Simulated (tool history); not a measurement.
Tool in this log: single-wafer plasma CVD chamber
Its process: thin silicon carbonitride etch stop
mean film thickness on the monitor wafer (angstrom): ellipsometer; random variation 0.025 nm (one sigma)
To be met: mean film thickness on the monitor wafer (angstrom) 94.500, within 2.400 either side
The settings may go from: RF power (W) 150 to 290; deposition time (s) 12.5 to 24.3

run,hour,RF power (W),deposition time (s),mean film thickness on the monitor wafer (angstrom)
1,0.0,220,18.4,113.570
2,3.8,215,18.1,111.410
3,8.6,210,17.8,108.990
4,10.6,235,17.8,111.250
5,17.1,235,16.4,102.410
6,20.1,235,16.2,101.190
7,26.4,235,16.1,100.450
8,30.2,235,16.0,99.613
9,35.5,235,15.9,99.474
10,37.5,235,15.8,99.597
11,45.1,235,15.7,98.423
12,49.1,235,15.7,98.357
13,51.6,235,15.6,97.517
14,56.0,235,15.6,97.568
15,58.8,235,15.5,96.806

5 candidate next runs follow, results not yet known. Just one meets every target within its allowed miss. Identify it.
A,61.6,270,15.7,?
B,61.6,195,16.6,?
C,61.6,180,16.7,?
D,61.6,250,15.7,?
E,61.6,255,15.0,?

move,mean film thickness on the monitor wafer (angstrom)
A,101.120
B,100.740
C,99.991
D,99.641
E,95.557
A: lands further from the targets than the last run did
B: lands further from the targets than the last run did
C: lands further from the targets than the last run did
D: lands further from the targets than the last run did
E: each result inside its tolerance
The right move is E.
